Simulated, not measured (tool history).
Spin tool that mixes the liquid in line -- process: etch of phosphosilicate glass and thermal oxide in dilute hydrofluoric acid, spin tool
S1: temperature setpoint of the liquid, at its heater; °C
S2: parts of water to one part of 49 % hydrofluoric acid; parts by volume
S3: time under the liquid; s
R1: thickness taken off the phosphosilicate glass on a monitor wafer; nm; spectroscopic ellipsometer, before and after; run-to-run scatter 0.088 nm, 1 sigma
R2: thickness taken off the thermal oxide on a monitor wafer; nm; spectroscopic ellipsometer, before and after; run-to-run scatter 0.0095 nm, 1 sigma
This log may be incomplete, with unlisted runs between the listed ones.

run  hour    S1   S2  S3      R1      R2
  1   0.0  25.0  185  70  32.037  1.6045
  2   6.6  25.0  135  70  46.962  2.3207
  3  12.4  24.0  145  70  41.052  2.1388
  4  20.2  24.0  160  70  36.737  1.8736
  5  26.1  24.0  160  50  26.290  1.3414
  6  29.2  27.0  160  50  29.572  1.4667
  7  33.7  26.5  165  50  27.716  1.4100

For run 8, what comes out?
  8  38.7  25.5  170  50   ?   ?

R1: 25.914 nm
R2: 1.2939 nm
